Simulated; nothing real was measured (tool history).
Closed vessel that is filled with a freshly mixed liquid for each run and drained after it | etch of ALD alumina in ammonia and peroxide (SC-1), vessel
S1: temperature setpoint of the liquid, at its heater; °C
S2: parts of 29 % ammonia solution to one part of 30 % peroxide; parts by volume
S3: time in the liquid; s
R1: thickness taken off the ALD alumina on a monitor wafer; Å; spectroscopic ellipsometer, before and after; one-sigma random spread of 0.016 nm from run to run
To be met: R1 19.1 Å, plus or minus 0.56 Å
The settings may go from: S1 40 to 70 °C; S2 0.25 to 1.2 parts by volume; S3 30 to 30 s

run 1 hour=0 | S1=56 S2=0.95 S3=30 | R1=28.932
run 2 hour=1.5 | S1=56 S2=0.95 S3=30 | R1=28.974
run 3 hour=6.3 | S1=56 S2=1.2 S3=30 | R1=29.982
run 4 hour=12 | S1=56 S2=1.2 S3=30 | R1=29.82
run 5 hour=19.3 | S1=56 S2=1.2 S3=30 | R1=29.411
run 6 hour=26 | S1=56 S2=1.2 S3=30 | R1=29.596
run 7 hour=33.6 | S1=55 S2=1.2 S3=30 | R1=28.103
run 8 hour=42.1 | S1=54 S2=1.2 S3=30 | R1=26.754
run 9 hour=43.4 | S1=53 S2=1.2 S3=30 | R1=25.117
run 10 hour=50.7 | S1=52.5 S2=1.2 S3=30 | R1=24.538
run 11 hour=59.4 | S1=47 S2=1.2 S3=30 | R1=18.117

Pick the move, out of 4, that brings all results within their allowed miss; only one does.
run A hour=68.1 | S1=46.5 S2=1.2 S3=30 | R1=?
run B hour=68.1 | S1=46.5 S2=1.1 S3=30 | R1=?
run C hour=68.1 | S1=46.5 S2=1.05 S3=30 | R1=?
run D hour=68.1 | S1=48 S2=0.95 S3=30 | R1=?

move=A R1=17.972
move=B R1=17.823
move=C R1=17.744
move=D R1=19.116
A: misses by more than the last run did
B: misses by more than the last run did
C: misses by more than the last run did
D: each result inside its tolerance
So the answer is move D, the one that meets all the targets.
